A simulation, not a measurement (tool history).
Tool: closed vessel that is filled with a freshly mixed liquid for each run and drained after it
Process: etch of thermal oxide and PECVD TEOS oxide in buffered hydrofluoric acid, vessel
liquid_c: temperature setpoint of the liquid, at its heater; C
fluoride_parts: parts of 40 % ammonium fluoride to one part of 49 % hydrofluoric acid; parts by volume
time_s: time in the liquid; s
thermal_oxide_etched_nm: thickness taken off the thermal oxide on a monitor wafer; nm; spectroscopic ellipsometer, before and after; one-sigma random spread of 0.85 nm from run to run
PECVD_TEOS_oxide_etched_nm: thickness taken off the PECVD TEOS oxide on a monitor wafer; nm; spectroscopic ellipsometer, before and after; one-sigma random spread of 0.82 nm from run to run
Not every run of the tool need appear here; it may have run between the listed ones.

| run | hour | liquid_c | fluoride_parts | time_s | thermal_oxide_etched_nm | PECVD_TEOS_oxide_etched_nm |
|---|---|---|---|---|---|---|
| 1 | 0.0 | 24.0 | 7.0 | 60 | 105.430 | 183.35 |
| 2 | 3.3 | 24.5 | 7.0 | 60 | 108.360 | 187.75 |
| 3 | 8.5 | 24.5 | 8.5 | 60 | 87.937 | 153.44 |
| 4 | 16.8 | 24.5 | 8.5 | 50 | 72.661 | 127.33 |
| 5 | 18.4 | 27.0 | 8.5 | 50 | 82.103 | 144.42 |
| 6 | 26.5 | 27.0 | 8.5 | 65 | 109.350 | 187.24 |
| 7 | 34.6 | 27.5 | 8.5 | 65 | 111.870 | 194.50 |

Run 8, settings as shown, results not yet in. Your forecast:
| 8 | 36.4 | 28.5 | 8.5 | 65 | ? | ? |

{"run 8": {"thermal_oxide_etched_nm": 117.38, "PECVD_TEOS_oxide_etched_nm": 202.75}}

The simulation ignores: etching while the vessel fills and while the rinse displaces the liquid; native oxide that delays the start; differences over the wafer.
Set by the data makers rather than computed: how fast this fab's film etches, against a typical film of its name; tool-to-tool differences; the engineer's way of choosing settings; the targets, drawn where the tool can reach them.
